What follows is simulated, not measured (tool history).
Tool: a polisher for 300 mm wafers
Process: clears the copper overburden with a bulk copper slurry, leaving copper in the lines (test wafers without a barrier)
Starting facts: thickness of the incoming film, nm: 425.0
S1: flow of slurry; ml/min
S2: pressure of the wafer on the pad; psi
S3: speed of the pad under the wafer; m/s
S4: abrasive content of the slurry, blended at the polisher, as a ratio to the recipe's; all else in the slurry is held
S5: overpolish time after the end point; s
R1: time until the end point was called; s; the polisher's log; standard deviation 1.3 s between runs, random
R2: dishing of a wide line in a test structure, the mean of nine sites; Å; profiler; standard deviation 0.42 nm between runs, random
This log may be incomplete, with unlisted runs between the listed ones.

run  hour   S1   S2    S3    S4  S5      R1      R2
  1     0  260  1.8  0.92     1  28  74.755  786.23
  2   0.7  260  1.8  1.02     1  28   67.15  825.09
  3   7.6  235  1.6   1.1   0.9  23  69.393  709.08
  4  13.8  235  1.6   1.1     1  23  69.568  726.74
  5  22.8  270  1.4  1.14   0.9  19  76.323  598.46
  6  25.8  300  1.3  1.22   0.8  16  76.409  536.44
  7  32.2  325  1.2  1.28  0.75  14  79.959   470.4
  8  39.1  345  1.2  1.32   0.7  13  76.267  460.14
  9  41.3  360  1.1  1.34  0.65  12  81.183  407.36

Estimate the outcome of run 10 from the log above:
 10    44  370  1.1  1.36  0.6  11   ?   ?

{"run 10": {"R1": 81.742, "R2": 382.37}}

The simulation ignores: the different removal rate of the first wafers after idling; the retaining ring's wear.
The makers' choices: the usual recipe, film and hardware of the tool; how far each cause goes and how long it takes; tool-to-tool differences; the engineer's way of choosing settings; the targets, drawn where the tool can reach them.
